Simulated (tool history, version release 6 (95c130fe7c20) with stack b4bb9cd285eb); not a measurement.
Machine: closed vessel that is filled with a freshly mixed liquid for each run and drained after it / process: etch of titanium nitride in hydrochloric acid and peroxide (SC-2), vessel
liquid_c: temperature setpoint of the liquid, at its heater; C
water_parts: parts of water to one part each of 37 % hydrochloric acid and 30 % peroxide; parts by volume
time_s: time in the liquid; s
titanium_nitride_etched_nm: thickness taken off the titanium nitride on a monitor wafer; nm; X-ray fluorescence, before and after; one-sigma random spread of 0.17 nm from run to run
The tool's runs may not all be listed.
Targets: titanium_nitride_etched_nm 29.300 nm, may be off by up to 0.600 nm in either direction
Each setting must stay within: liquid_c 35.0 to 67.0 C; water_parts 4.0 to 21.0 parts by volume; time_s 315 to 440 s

run	hour	liquid_c	water_parts	time_s	titanium_nitride_etched_nm
1	0.0	51.0	11.5	440	19.180
2	4.5	53.0	11.5	440	21.872
3	9.7	53.0	11.5	315	15.823
4	16.9	53.0	11.5	315	15.736
5	20.4	53.0	11.5	440	22.073
6	22.7	56.0	11.5	440	26.807
7	24.0	56.5	11.5	440	27.699
8	30.2	57.0	11.5	440	28.465

Of the 4 settings listed for the next run, only one would bring every result within its allowed miss of target. Which one?
A	36.4	55.0	9.0	395	?
B	36.4	60.0	12.5	425	?
C	36.4	61.0	14.0	390	?
D	36.4	61.0	11.5	350	?

move	titanium_nitride_etched_nm
A	27.606
B	30.983
C	27.429
D	29.174
A: further off than the last run
B: takes the result that was furthest off past its target
C: further off than the last run
D: in spec on every target
The right move is D.
